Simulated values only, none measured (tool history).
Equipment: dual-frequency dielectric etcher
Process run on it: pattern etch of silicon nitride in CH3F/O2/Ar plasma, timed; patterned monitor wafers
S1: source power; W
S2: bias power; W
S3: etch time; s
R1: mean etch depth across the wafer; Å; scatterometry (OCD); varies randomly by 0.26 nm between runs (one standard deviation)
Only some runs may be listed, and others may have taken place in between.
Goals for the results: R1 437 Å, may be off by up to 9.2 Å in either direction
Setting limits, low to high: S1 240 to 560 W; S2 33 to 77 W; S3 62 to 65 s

run	day	S1	S2	S3	R1
1	0	400	55	62	389.05
2	0.254	420	56	62	396.5
3	0.508	420	48	62	376.65
4	0.871	420	48	62	380.13
5	1.212	440	49	62	388.54
6	1.396	460	50	62	394.81
7	1.467	470	51	62	396.84
8	1.642	480	53	62	408.18
9	1.75	490	54	62	415.17

Below are 5 possible settings for the next run. Only one of them brings all results inside the allowed miss of their targets. Which is it?
A	1.858	490	49	63	?
B	1.858	490	45	63	?
C	1.858	470	56	65	?
D	1.858	490	46	62	?
E	1.858	470	46	62	?

move	R1
A	415.38
B	406.34
C	437.37
D	402.14
E	395.82
A: roughly where the last run was
B: its largest miss is bigger than the last run's
C: all results in spec
D: its largest miss is bigger than the last run's
E: its largest miss is bigger than the last run's
The right move is C.
